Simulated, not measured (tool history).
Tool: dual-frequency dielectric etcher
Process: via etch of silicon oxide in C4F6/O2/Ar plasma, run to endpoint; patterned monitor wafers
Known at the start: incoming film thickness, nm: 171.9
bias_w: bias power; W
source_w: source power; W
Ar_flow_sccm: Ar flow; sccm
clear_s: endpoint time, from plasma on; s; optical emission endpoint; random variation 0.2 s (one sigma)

| run | hour | bias_w | source_w | Ar_flow_sccm | clear_s |
|---|---|---|---|---|---|
| 1 | 0 | 393 | 350 | 222 | 42.805 |
| 2 | 8.9 | 393 | 400 | 222 | 39.904 |
| 3 | 10.7 | 351 | 380 | 225 | 42.92 |
| 4 | 18.7 | 320 | 370 | 226 | 45.25 |
| 5 | 20.3 | 320 | 410 | 226 | 42.791 |
| 6 | 25.2 | 320 | 410 | 247 | 42.962 |
| 7 | 34.2 | 320 | 410 | 247 | 43.077 |
| 8 | 35.2 | 296 | 400 | 248 | 45.158 |

Run 9 comes next. What will it give?
| 9 | 41.3 | 279 | 390 | 249 | ? |

{"run 9": {"clear_s": 46.657}}
